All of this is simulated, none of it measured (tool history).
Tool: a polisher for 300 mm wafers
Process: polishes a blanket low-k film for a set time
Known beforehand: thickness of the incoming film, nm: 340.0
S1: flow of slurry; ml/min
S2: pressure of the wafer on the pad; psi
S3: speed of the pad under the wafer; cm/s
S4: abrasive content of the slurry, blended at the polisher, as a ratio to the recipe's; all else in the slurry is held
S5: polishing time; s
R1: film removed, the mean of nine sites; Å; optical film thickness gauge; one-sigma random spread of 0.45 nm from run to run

Run 1, day 0.000: S1 135 ml/min, S2 2.1 psi, S3 120 cm/s, S4 1.00, S5 41 s. Result: R1 182.74 Å.
Run 2, day 0.050: S1 135 ml/min, S2 2.2 psi, S3 120 cm/s, S4 1.00, S5 41 s. Result: R1 190.20 Å.
Run 3, day 0.258: S1 135 ml/min, S2 2.7 psi, S3 120 cm/s, S4 1.00, S5 41 s. Result: R1 218.16 Å.
Run 4, day 0.508: S1 135 ml/min, S2 2.7 psi, S3 120 cm/s, S4 1.00, S5 43 s. Result: R1 229.02 Å.
Run 5, day 0.738: S1 135 ml/min, S2 2.7 psi, S3 120 cm/s, S4 1.10, S5 43 s. Result: R1 247.06 Å.
Run 6, day 1.033: S1 135 ml/min, S2 2.7 psi, S3 120 cm/s, S4 0.95, S5 43 s. Result: R1 235.62 Å.
Run 7, day 1.242: S1 135 ml/min, S2 2.8 psi, S3 122 cm/s, S4 0.95, S5 43 s. Result: R1 243.28 Å.
Run 8, day 1.425: S1 135 ml/min, S2 2.8 psi, S3 124 cm/s, S4 0.95, S5 43 s. Result: R1 244.30 Å.

The next listed run, before its measurement:
Run 9, day 1.708: S1 135 ml/min, S2 2.8 psi, S3 126 cm/s, S4 0.95, S5 43 s. Result: R1 ?.

Run 9 measured R1 243.92 Å.
